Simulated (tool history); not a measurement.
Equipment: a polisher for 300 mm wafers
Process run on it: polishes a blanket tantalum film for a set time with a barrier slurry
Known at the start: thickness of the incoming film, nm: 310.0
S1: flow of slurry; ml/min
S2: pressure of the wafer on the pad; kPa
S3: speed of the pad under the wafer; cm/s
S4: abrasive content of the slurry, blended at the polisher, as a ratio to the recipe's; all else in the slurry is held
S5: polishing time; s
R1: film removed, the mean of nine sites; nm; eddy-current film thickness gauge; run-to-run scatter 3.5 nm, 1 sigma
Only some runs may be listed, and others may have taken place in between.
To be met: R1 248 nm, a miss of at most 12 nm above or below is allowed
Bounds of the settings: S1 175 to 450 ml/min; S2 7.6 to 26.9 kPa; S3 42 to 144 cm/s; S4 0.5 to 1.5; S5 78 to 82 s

| run | hour | S1 | S2 | S3 | S4 | S5 | R1 |
|---|---|---|---|---|---|---|---|
| 1 | 0 | 290 | 17.2 | 92 | 1 | 78 | 165.25 |
| 2 | 5.2 | 290 | 18.6 | 92 | 1 | 78 | 171.39 |
| 3 | 10.4 | 290 | 20 | 92 | 1 | 78 | 174.97 |
| 4 | 15.4 | 290 | 20.7 | 96 | 1 | 78 | 194.17 |
| 5 | 19.8 | 290 | 21.4 | 96 | 1 | 78 | 199.67 |
| 6 | 20.6 | 345 | 21.4 | 96 | 1 | 78 | 204.15 |
| 7 | 22.8 | 345 | 22.1 | 96 | 1 | 78 | 208.58 |
| 8 | 25.2 | 345 | 22.8 | 96 | 1 | 78 | 207.09 |
| 9 | 26.2 | 345 | 23.4 | 98 | 1 | 78 | 223.49 |
| 10 | 32.2 | 345 | 24.1 | 98 | 1 | 78 | 222.97 |
| 11 | 38.1 | 345 | 24.8 | 98 | 1 | 78 | 223.81 |
| 12 | 44.4 | 345 | 25.5 | 98 | 1 | 78 | 236.82 |

Below are 4 possible settings for the next run. Only one of them brings all results inside the allowed miss of their targets. Which is it?
| A | 50.7 | 350 | 26.2 | 96 | 1.2 | 78 | ? |
| B | 50.7 | 245 | 24.8 | 94 | 1.1 | 78 | ? |
| C | 50.7 | 280 | 25.5 | 90 | 1.25 | 78 | ? |
| D | 50.7 | 345 | 24.8 | 96 | 0.95 | 78 | ? |

| move | R1 |
|---|---|
| A | 247.69 |
| B | 218.08 |
| C | 225.43 |
| D | 219.38 |
A: all results land within tolerance of their targets
B: moves away from the targets compared with the last run
C: moves away from the targets compared with the last run
D: moves away from the targets compared with the last run
Answer: A
